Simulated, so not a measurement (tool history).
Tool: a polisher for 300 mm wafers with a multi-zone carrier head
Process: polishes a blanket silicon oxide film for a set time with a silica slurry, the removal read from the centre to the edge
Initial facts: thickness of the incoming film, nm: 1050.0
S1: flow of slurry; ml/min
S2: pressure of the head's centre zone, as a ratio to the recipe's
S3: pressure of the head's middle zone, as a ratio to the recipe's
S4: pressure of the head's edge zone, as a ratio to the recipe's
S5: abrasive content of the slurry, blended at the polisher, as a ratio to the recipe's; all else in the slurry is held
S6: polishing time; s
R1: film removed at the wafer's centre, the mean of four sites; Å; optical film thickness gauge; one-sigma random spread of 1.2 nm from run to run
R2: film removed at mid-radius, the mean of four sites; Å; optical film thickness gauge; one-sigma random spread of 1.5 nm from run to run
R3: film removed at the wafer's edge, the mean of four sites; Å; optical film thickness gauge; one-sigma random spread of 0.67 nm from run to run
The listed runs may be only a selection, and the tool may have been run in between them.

{"run": 1, "hour": 0.0, "S1": 175, "S2": 1.0, "S3": 1.0, "S4": 1.0, "S5": 1.0, "S6": 61, "R1": 1358.7, "R2": 1370.6, "R3": 1399.1}
{"run": 2, "hour": 4.2, "S1": 170, "S2": 1.02, "S3": 1.03, "S4": 0.95, "S5": 0.9, "S6": 61, "R1": 1317.3, "R2": 1373.8, "R3": 1304.8}
{"run": 3, "hour": 7.8, "S1": 170, "S2": 1.02, "S3": 1.03, "S4": 0.89, "S5": 0.9, "S6": 61, "R1": 1346.2, "R2": 1353.4, "R3": 1265.7}
{"run": 4, "hour": 11.2, "S1": 165, "S2": 1.04, "S3": 1.04, "S4": 0.87, "S5": 0.8, "S6": 61, "R1": 1282.0, "R2": 1312.6, "R3": 1196.3}
{"run": 5, "hour": 19.4, "S1": 165, "S2": 1.06, "S3": 1.05, "S4": 0.85, "S5": 0.7, "S6": 61, "R1": 1255.4, "R2": 1263.7, "R3": 1131.1}
{"run": 6, "hour": 22.6, "S1": 165, "S2": 1.06, "S3": 1.05, "S4": 0.85, "S5": 0.55, "S6": 61, "R1": 1165.5, "R2": 1140.5, "R3": 1029.3}
{"run": 7, "hour": 29.2, "S1": 165, "S2": 1.06, "S3": 1.07, "S4": 0.84, "S5": 0.55, "S6": 61, "R1": 1153.6, "R2": 1174.7, "R3": 1036.9}
{"hour": 36.2, "done": "slurry nozzle cleaned"}
{"run": 8, "hour": 36.2, "S1": 165, "S2": 1.07, "S3": 1.08, "S4": 0.83, "S5": 0.55, "S6": 61, "R1": 1237.7, "R2": 1255.4, "R3": 1088.5}
{"run": 9, "hour": 36.9, "S1": 165, "S2": 1.07, "S3": 1.09, "S4": 0.82, "S5": 0.55, "S6": 60, "R1": 1237.7, "R2": 1241.1, "R3": 1047.0}
{"run": 10, "hour": 41.6, "S1": 160, "S2": 1.07, "S3": 1.09, "S4": 0.82, "S5": 0.55, "S6": 60, "R1": 1223.0, "R2": 1236.6, "R3": 1046.6}

Run 11 has not been measured yet. What should we expect?
{"run": 11, "hour": 44.1, "S1": 155, "S2": 1.07, "S3": 1.09, "S4": 0.82, "S5": 0.55, "S6": 60, "R1": "?", "R2": "?", "R3": "?"}

Run 11 measured R1 1236.8 Å, R2 1245.3 Å, R3 1039.6 Å.

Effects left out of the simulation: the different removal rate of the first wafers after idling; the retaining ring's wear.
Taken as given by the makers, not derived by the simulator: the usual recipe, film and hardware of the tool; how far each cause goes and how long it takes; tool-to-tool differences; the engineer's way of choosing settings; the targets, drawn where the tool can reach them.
